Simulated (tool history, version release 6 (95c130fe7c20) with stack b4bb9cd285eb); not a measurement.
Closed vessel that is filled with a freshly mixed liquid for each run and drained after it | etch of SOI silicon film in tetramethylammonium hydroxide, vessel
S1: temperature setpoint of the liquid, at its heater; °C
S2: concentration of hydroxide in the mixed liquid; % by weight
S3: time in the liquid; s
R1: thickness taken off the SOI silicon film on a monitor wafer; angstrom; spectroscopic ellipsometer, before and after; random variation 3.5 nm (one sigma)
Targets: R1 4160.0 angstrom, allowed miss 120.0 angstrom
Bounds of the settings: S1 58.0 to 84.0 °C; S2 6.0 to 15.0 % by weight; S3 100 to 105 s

Run 1, hour 0.0: S1 71.0 °C, S2 10.0 % by weight, S3 100 s. Result: R1 6724.3 angstrom.
Run 2, hour 3.9: S1 71.0 °C, S2 10.0 % by weight, S3 105 s. Result: R1 7056.7 angstrom.
Run 3, hour 11.2: S1 71.0 °C, S2 10.0 % by weight, S3 100 s. Result: R1 6837.2 angstrom.
Run 4, hour 19.9: S1 68.5 °C, S2 10.0 % by weight, S3 100 s. Result: R1 5848.2 angstrom.
Run 5, hour 24.2: S1 72.5 °C, S2 10.0 % by weight, S3 100 s. Result: R1 7406.1 angstrom.
Run 6, hour 28.0: S1 72.5 °C, S2 9.0 % by weight, S3 100 s. Result: R1 7709.8 angstrom.
Run 7, hour 37.0: S1 66.0 °C, S2 9.5 % by weight, S3 100 s. Result: R1 5199.4 angstrom.
Run 8, hour 43.7: S1 65.0 °C, S2 9.5 % by weight, S3 100 s. Result: R1 4891.7 angstrom.

4 next moves are on the table. One of them brings every result within its allowed miss. Which?
Run A, hour 50.4: S1 67.5 °C, S2 10.5 % by weight, S3 105 s. Result: R1 ?.
Run B, hour 50.4: S1 61.0 °C, S2 7.0 % by weight, S3 100 s. Result: R1 ?.
Run C, hour 50.4: S1 68.5 °C, S2 10.0 % by weight, S3 105 s. Result: R1 ?.
Run D, hour 50.4: S1 64.5 °C, S2 10.0 % by weight, S3 100 s. Result: R1 ?.

move      R1
   A  5643.2
   B  4145.2
   C  6085.0
   D  4560.1
A: further off than the last run
B: meets every target
C: further off than the last run
D: nearer than the last run, and not there yet
Answer: B

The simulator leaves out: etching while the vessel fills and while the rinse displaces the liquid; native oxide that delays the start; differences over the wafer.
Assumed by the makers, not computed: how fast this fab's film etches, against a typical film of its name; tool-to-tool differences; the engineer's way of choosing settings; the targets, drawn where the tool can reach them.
